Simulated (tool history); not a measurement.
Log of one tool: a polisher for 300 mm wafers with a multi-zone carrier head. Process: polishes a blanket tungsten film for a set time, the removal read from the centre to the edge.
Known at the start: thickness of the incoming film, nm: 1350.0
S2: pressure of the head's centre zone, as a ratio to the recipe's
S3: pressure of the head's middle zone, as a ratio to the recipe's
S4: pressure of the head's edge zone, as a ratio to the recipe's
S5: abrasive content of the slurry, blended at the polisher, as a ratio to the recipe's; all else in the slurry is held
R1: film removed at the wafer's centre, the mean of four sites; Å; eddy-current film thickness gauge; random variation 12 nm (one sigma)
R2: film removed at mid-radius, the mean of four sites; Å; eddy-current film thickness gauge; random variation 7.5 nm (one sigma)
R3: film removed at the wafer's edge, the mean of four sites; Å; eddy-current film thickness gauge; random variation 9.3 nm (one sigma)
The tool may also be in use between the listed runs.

run 1 day=0 | flow_of_slurry_(ml/min)=300 S2=1 S3=1 S4=1 S5=1 polishing_time_(s)=83 | R1=5179.8 R2=5138.2 R3=5273
run 2 day=0.183 | flow_of_slurry_(ml/min)=365 S2=1 S3=1 S4=1 S5=1 polishing_time_(s)=83 | R1=5325.6 R2=5224.2 R3=5193.3
run 3 day=0.312 | flow_of_slurry_(ml/min)=365 S2=1.01 S3=1.01 S4=1.01 S5=1.05 polishing_time_(s)=85 | R1=5532.8 R2=5441.9 R3=5584.5
run 4 day=0.4 | flow_of_slurry_(ml/min)=400 S2=1.01 S3=1.01 S4=1.01 S5=1.05 polishing_time_(s)=85 | R1=5502.6 R2=5533.9 R3=5416.4
run 5 day=0.617 | flow_of_slurry_(ml/min)=405 S2=1.03 S3=1.02 S4=1.01 S5=1.1 polishing_time_(s)=87 | R1=5944.6 R2=5773.5 R3=5690.7
-- day=0.875 edge zone pressure recalibrated
run 6 day=0.875 | flow_of_slurry_(ml/min)=405 S2=1.03 S3=1.02 S4=0.98 S5=1.1 polishing_time_(s)=87 | R1=5958.2 R2=5733.2 R3=5617.4
run 7 day=1.112 | flow_of_slurry_(ml/min)=410 S2=1.04 S3=1.04 S4=0.98 S5=1.15 polishing_time_(s)=89 | R1=6177.1 R2=6110.5 R3=5752.1
run 8 day=1.15 | flow_of_slurry_(ml/min)=410 S2=1.05 S3=1.05 S4=0.99 S5=1.2 polishing_time_(s)=91 | R1=6432.8 R2=6463.1 R3=5947.6
run 9 day=1.475 | flow_of_slurry_(ml/min)=410 S2=1.06 S3=1.05 S4=1 S5=1.25 polishing_time_(s)=93 | R1=6745.4 R2=6555.4 R3=6163.1
run 10 day=1.579 | flow_of_slurry_(ml/min)=405 S2=1.07 S3=1.06 S4=1.01 S5=1.3 polishing_time_(s)=95 | R1=7209.4 R2=6791.2 R3=6385.4
run 11 day=1.788 | flow_of_slurry_(ml/min)=405 S2=1.07 S3=1.07 S4=1.02 S5=1.3 polishing_time_(s)=96 | R1=6972.7 R2=6939.6 R3=6566.6

The next listed run, before its measurement:
run 12 day=2.017 | flow_of_slurry_(ml/min)=405 S2=1.08 S3=1.08 S4=1.02 S5=1.3 polishing_time_(s)=97 | R1=? R2=? R3=?

R1: 7198.7 Å
R2: 7084.9 Å
R3: 6658.7 Å
